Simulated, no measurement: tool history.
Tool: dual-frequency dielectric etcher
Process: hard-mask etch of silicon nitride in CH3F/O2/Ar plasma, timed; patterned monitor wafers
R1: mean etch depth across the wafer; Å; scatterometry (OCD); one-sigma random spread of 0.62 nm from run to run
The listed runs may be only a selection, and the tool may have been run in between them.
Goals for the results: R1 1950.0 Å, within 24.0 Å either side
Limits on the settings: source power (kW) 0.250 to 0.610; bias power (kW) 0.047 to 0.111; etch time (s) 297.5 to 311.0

run 1 day=0.000 | source_power_(kW)=0.430 bias_power_(kW)=0.079 etch_time_(s)=297.5 | R1=2110.0
run 2 day=0.138 | source_power_(kW)=0.420 bias_power_(kW)=0.079 etch_time_(s)=297.5 | R1=2083.9
run 3 day=0.225 | source_power_(kW)=0.410 bias_power_(kW)=0.079 etch_time_(s)=297.5 | R1=2077.4
run 4 day=0.267 | source_power_(kW)=0.400 bias_power_(kW)=0.079 etch_time_(s)=297.5 | R1=2060.1
run 5 day=0.512 | source_power_(kW)=0.390 bias_power_(kW)=0.079 etch_time_(s)=297.5 | R1=2044.1
run 6 day=0.588 | source_power_(kW)=0.390 bias_power_(kW)=0.079 etch_time_(s)=297.5 | R1=2035.6
run 7 day=0.654 | source_power_(kW)=0.380 bias_power_(kW)=0.079 etch_time_(s)=297.5 | R1=2027.0
run 8 day=0.858 | source_power_(kW)=0.380 bias_power_(kW)=0.079 etch_time_(s)=297.5 | R1=2030.0
run 9 day=0.917 | source_power_(kW)=0.370 bias_power_(kW)=0.079 etch_time_(s)=297.5 | R1=2006.1
run 10 day=0.983 | source_power_(kW)=0.350 bias_power_(kW)=0.079 etch_time_(s)=297.5 | R1=1980.2

Which single option among these 4 for the next run brings every result within its allowed miss of target? Just one does.
run A day=1.050 | source_power_(kW)=0.330 bias_power_(kW)=0.078 etch_time_(s)=299.0 | R1=?
run B day=1.050 | source_power_(kW)=0.310 bias_power_(kW)=0.077 etch_time_(s)=299.0 | R1=?
run C day=1.050 | source_power_(kW)=0.250 bias_power_(kW)=0.085 etch_time_(s)=310.0 | R1=?
run D day=1.050 | source_power_(kW)=0.300 bias_power_(kW)=0.077 etch_time_(s)=299.5 | R1=?

move=A R1=1939.5
move=B R1=1894.5
move=C R1=1903.9
move=D R1=1878.7
A: every result within its allowed miss
B: takes the result that was furthest off past its target
C: takes the result that was furthest off past its target
D: takes the result that was furthest off past its target
Go with A: it meets all targets.
